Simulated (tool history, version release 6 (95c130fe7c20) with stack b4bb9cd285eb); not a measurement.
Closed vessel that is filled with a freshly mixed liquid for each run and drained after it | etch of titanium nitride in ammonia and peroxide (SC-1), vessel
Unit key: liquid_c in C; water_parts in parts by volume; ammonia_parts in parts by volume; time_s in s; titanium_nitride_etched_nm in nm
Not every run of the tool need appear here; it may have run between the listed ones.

{"run": 1, "hour": 0.0, "liquid_c": 54.0, "water_parts": 7.0, "ammonia_parts": 0.7, "time_s": 340, "titanium_nitride_etched_nm": 23.46}
{"run": 2, "hour": 7.6, "liquid_c": 55.5, "water_parts": 7.0, "ammonia_parts": 0.7, "time_s": 340, "titanium_nitride_etched_nm": 25.993}
{"run": 3, "hour": 16.1, "liquid_c": 55.5, "water_parts": 7.0, "ammonia_parts": 0.85, "time_s": 340, "titanium_nitride_etched_nm": 26.601}
{"run": 4, "hour": 20.5, "liquid_c": 55.5, "water_parts": 8.0, "ammonia_parts": 0.85, "time_s": 340, "titanium_nitride_etched_nm": 24.82}
{"run": 5, "hour": 25.1, "liquid_c": 50.0, "water_parts": 8.0, "ammonia_parts": 0.85, "time_s": 340, "titanium_nitride_etched_nm": 16.999}
{"run": 6, "hour": 33.8, "liquid_c": 50.0, "water_parts": 8.0, "ammonia_parts": 1.05, "time_s": 340, "titanium_nitride_etched_nm": 17.501}
{"run": 7, "hour": 43.1, "liquid_c": 52.5, "water_parts": 8.0, "ammonia_parts": 1.05, "time_s": 340, "titanium_nitride_etched_nm": 20.89}
{"run": 8, "hour": 50.8, "liquid_c": 54.5, "water_parts": 8.0, "ammonia_parts": 1.05, "time_s": 340, "titanium_nitride_etched_nm": 24.131}

Run 9 comes next. What will it give?
{"run": 9, "hour": 59.6, "liquid_c": 54.5, "water_parts": 8.0, "ammonia_parts": 1.05, "time_s": 340, "titanium_nitride_etched_nm": "?"}

Run 9 yielded titanium_nitride_etched_nm 24.272 nm.
